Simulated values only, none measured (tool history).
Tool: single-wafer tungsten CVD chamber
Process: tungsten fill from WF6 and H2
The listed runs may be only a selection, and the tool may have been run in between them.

run	hour	heater temperature setpoint (K)	chamber pressure (Pa)	deposition time (s)	mean film thickness on the monitor wafer (Å)
1	0.0	658.15	4400	14.1	343.33
2	0.7	658.15	4400	13.5	329.38
3	4.6	654.15	4386	13.5	301.26
4	10.4	654.15	4386	13.5	298.78
5	18.4	648.15	4386	13.5	261.14
6	22.6	646.15	4386	13.5	248.60

The next listed run, before its measurement:
7	29.7	645.15	4386	13.5	?

Run 7 yielded mean film thickness on the monitor wafer (Å) 245.14.
